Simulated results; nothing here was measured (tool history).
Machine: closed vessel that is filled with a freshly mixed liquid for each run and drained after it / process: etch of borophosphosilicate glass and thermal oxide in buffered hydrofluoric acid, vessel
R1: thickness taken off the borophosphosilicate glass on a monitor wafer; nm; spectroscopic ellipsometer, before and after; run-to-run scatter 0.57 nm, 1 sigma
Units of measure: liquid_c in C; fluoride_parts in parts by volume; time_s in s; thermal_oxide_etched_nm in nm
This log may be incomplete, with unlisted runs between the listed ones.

run 1 hour=0.0 | liquid_c=23.0 fluoride_parts=17 time_s=60 | R1=120.490 thermal_oxide_etched_nm=36.303
run 2 hour=5.1 | liquid_c=23.0 fluoride_parts=19 time_s=60 | R1=106.730 thermal_oxide_etched_nm=32.336
run 3 hour=6.8 | liquid_c=21.0 fluoride_parts=20 time_s=60 | R1=90.403 thermal_oxide_etched_nm=27.666
run 4 hour=11.0 | liquid_c=21.0 fluoride_parts=20 time_s=75 | R1=114.880 thermal_oxide_etched_nm=34.586
run 5 hour=15.7 | liquid_c=19.5 fluoride_parts=22 time_s=75 | R1=98.098 thermal_oxide_etched_nm=29.648
run 6 hour=24.4 | liquid_c=18.5 fluoride_parts=24 time_s=75 | R1=88.971 thermal_oxide_etched_nm=26.403
run 7 hour=33.3 | liquid_c=18.0 fluoride_parts=28 time_s=65 | R1=66.728 thermal_oxide_etched_nm=20.140

Predict the results of run 8:
run 8 hour=38.4 | liquid_c=18.0 fluoride_parts=28 time_s=65 | R1=? thermal_oxide_etched_nm=?

{"run 8": {"R1": 66.034, "thermal_oxide_etched_nm": 19.995}}
